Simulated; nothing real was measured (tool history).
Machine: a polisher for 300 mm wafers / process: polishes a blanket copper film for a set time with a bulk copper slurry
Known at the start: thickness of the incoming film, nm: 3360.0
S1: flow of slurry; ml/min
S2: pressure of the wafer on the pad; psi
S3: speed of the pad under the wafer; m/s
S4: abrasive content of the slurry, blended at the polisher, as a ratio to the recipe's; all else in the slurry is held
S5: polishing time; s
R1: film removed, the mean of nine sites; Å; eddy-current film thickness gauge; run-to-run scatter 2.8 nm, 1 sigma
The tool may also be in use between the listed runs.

Run 1, hour 0: S1 225 ml/min, S2 2 psi, S3 0.9 m/s, S4 1, S5 45 s. Result: R1 2110.7 Å.
Run 2, hour 7.4: S1 225 ml/min, S2 2 psi, S3 0.9 m/s, S4 0.8, S5 45 s. Result: R1 2015.3 Å.
Run 3, hour 10.7: S1 225 ml/min, S2 2 psi, S3 1.1 m/s, S4 0.8, S5 45 s. Result: R1 2432.8 Å.
Run 4, hour 18.6: S1 225 ml/min, S2 2.1 psi, S3 1.1 m/s, S4 0.8, S5 45 s. Result: R1 2584.4 Å.
Run 5, hour 22.9: S1 225 ml/min, S2 2.2 psi, S3 1.1 m/s, S4 0.8, S5 45 s. Result: R1 2709.3 Å.
Run 6, hour 31.6: S1 225 ml/min, S2 2.2 psi, S3 1.1 m/s, S4 0.8, S5 39 s. Result: R1 2326 Å.
Run 7, hour 39.3: S1 225 ml/min, S2 2.3 psi, S3 1.1 m/s, S4 0.8, S5 39 s. Result: R1 2459.4 Å.
Run 8, hour 40.7: S1 225 ml/min, S2 2.4 psi, S3 1.1 m/s, S4 0.8, S5 39 s. Result: R1 2562.4 Å.
Run 9, hour 42.4: S1 225 ml/min, S2 2.5 psi, S3 1.1 m/s, S4 0.8, S5 39 s. Result: R1 2632 Å.
Run 10, hour 47.2: S1 225 ml/min, S2 2.6 psi, S3 1.1 m/s, S4 0.8, S5 39 s. Result: R1 2740.6 Å.
Run 11, hour 55.1: S1 225 ml/min, S2 2.7 psi, S3 1.1 m/s, S4 0.8, S5 39 s. Result: R1 2831 Å.

Run 12 comes next. What will it give?
Run 12, hour 63.9: S1 235 ml/min, S2 2.9 psi, S3 1.14 m/s, S4 0.8, S5 39 s. Result: R1 ?.

{"run 12": {"R1": 3214.2}}

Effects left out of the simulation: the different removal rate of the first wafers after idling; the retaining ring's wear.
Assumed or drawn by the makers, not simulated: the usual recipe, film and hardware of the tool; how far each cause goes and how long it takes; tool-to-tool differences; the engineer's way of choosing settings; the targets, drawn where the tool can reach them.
